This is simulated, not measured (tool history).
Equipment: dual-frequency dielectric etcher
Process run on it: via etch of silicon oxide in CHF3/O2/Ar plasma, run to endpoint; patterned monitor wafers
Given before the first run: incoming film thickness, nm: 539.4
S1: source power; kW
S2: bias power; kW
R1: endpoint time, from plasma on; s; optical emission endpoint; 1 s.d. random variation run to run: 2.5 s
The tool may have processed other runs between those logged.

| run | day | S1 | S2 | R1 |
|---|---|---|---|---|
| 1 | 0.000 | 0.680 | 0.127 | 298.58 |
| 2 | 0.371 | 0.590 | 0.127 | 322.54 |
| 3 | 0.554 | 0.570 | 0.126 | 334.02 |
| 4 | 0.650 | 0.570 | 0.108 | 355.15 |
| 5 | 0.733 | 0.570 | 0.122 | 333.00 |
| 6 | 0.900 | 0.570 | 0.112 | 348.68 |

Run 7, settings as shown, results not yet in. Your forecast:
| 7 | 1.112 | 0.570 | 0.112 | ? |

R1: 347.62 s

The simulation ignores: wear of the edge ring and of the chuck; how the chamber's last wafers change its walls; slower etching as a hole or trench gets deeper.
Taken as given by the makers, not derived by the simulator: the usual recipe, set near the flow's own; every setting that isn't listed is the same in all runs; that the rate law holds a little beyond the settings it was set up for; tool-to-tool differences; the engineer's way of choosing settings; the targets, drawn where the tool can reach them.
